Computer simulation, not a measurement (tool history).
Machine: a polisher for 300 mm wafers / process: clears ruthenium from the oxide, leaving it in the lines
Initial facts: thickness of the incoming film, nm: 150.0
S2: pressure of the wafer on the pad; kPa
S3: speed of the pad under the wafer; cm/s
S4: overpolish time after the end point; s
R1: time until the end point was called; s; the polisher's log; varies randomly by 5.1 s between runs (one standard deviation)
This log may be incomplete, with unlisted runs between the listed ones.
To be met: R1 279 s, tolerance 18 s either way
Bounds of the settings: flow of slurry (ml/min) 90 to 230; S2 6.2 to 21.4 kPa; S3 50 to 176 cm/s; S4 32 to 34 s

{"run": 1, "hour": 0.0, "flow of slurry (ml/min)": 150, "S2": 13.8, "S3": 112, "S4": 32, "R1": 139.04}
{"run": 2, "hour": 2.3, "flow of slurry (ml/min)": 150, "S2": 13.8, "S3": 112, "S4": 32, "R1": 137.52}
{"run": 3, "hour": 11.0, "flow of slurry (ml/min)": 150, "S2": 12.4, "S3": 108, "S4": 32, "R1": 157.88}
{"run": 4, "hour": 13.5, "flow of slurry (ml/min)": 150, "S2": 11.7, "S3": 106, "S4": 32, "R1": 161.41}
{"run": 5, "hour": 14.2, "flow of slurry (ml/min)": 150, "S2": 11, "S3": 100, "S4": 32, "R1": 183.61}
{"run": 6, "hour": 20.6, "flow of slurry (ml/min)": 150, "S2": 9.7, "S3": 100, "S4": 32, "R1": 196.07}
{"run": 7, "hour": 29.4, "flow of slurry (ml/min)": 150, "S2": 9, "S3": 98, "S4": 32, "R1": 212.61}
{"run": 8, "hour": 32.4, "flow of slurry (ml/min)": 150, "S2": 8.3, "S3": 96, "S4": 32, "R1": 234.36}

Exercise: of the 4 proposed moves below, exactly one satisfies all targets within the stated allowed misses. Which move is it?
{"run": "A", "hour": 35.4, "flow of slurry (ml/min)": 135, "S2": 7.6, "S3": 74, "S4": 32, "R1": "?"}
{"run": "B", "hour": 35.4, "flow of slurry (ml/min)": 145, "S2": 6.9, "S3": 76, "S4": 32, "R1": "?"}
{"run": "C", "hour": 35.4, "flow of slurry (ml/min)": 150, "S2": 6.2, "S3": 96, "S4": 34, "R1": "?"}
{"run": "D", "hour": 35.4, "flow of slurry (ml/min)": 195, "S2": 9.7, "S3": 102, "S4": 32, "R1": "?"}

move=A R1=322.66
move=B R1=328.18
move=C R1=276.75
move=D R1=190.44
A: the result that was furthest off in the last run now lies on the other side of its target
B: the result that was furthest off in the last run now lies on the other side of its target
C: hits every target within its allowed miss
D: the biggest miss grows against the last run
The move that meets every target is C.
